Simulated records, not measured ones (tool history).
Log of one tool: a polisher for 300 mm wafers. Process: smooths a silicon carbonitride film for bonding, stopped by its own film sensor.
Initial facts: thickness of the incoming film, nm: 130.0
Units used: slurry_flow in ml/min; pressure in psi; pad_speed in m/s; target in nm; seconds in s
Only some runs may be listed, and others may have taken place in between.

Run 1, hour 0.0: slurry_flow 135 ml/min, pressure 2.0 psi, pad_speed 1.08 m/s, slurry_solids 1.00, target 115 nm. Result: seconds 65.421 s.
Run 2, hour 3.7: slurry_flow 135 ml/min, pressure 2.0 psi, pad_speed 1.08 m/s, slurry_solids 1.15, target 115 nm. Result: seconds 63.313 s.
Run 3, hour 6.0: slurry_flow 140 ml/min, pressure 2.2 psi, pad_speed 1.08 m/s, slurry_solids 1.15, target 115 nm. Result: seconds 58.428 s.
Run 4, hour 13.5: slurry_flow 160 ml/min, pressure 2.2 psi, pad_speed 1.08 m/s, slurry_solids 1.15, target 115 nm. Result: seconds 56.137 s.
Run 5, hour 17.2: slurry_flow 160 ml/min, pressure 2.3 psi, pad_speed 1.08 m/s, slurry_solids 1.15, target 115 nm. Result: seconds 53.613 s.
Run 6, hour 25.2: slurry_flow 160 ml/min, pressure 2.4 psi, pad_speed 1.08 m/s, slurry_solids 1.15, target 115 nm. Result: seconds 51.702 s.
Run 7, hour 29.4: slurry_flow 160 ml/min, pressure 2.5 psi, pad_speed 1.08 m/s, slurry_solids 1.15, target 115 nm. Result: seconds 48.951 s.

Predict the results of run 8:
Run 8, hour 30.8: slurry_flow 160 ml/min, pressure 2.6 psi, pad_speed 1.08 m/s, slurry_solids 1.15, target 115 nm. Result: seconds ?.

Logged for run 8: seconds 47.680 s.

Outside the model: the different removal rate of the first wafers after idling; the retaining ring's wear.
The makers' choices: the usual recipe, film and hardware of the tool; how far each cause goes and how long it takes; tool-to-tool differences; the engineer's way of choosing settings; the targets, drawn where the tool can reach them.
